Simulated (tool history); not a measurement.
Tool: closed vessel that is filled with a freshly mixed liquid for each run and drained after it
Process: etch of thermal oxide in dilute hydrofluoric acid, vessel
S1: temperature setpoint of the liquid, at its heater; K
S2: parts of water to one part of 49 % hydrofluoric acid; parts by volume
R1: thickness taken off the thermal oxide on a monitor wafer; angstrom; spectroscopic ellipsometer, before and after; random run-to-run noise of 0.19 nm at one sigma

{"run": 1, "hour": 0.0, "S1": 299.15, "S2": 290, "time in the liquid (s)": 2810, "R1": 346.77}
{"run": 2, "hour": 7.0, "S1": 299.15, "S2": 195, "time in the liquid (s)": 2810, "R1": 568.21}
{"run": 3, "hour": 13.4, "S1": 298.15, "S2": 195, "time in the liquid (s)": 2810, "R1": 545.7}
{"run": 4, "hour": 19.5, "S1": 297.65, "S2": 195, "time in the liquid (s)": 2810, "R1": 540.17}
{"run": 5, "hour": 21.0, "S1": 297.15, "S2": 195, "time in the liquid (s)": 2810, "R1": 526.51}
{"run": 6, "hour": 28.8, "S1": 297.15, "S2": 195, "time in the liquid (s)": 3020, "R1": 564.36}
{"run": 7, "hour": 34.7, "S1": 296.65, "S2": 195, "time in the liquid (s)": 3020, "R1": 555.94}

Forecast run 8:
{"run": 8, "hour": 38.2, "S1": 292.65, "S2": 220, "time in the liquid (s)": 3020, "R1": "?"}

Logged for run 8: R1 415.4 angstrom.

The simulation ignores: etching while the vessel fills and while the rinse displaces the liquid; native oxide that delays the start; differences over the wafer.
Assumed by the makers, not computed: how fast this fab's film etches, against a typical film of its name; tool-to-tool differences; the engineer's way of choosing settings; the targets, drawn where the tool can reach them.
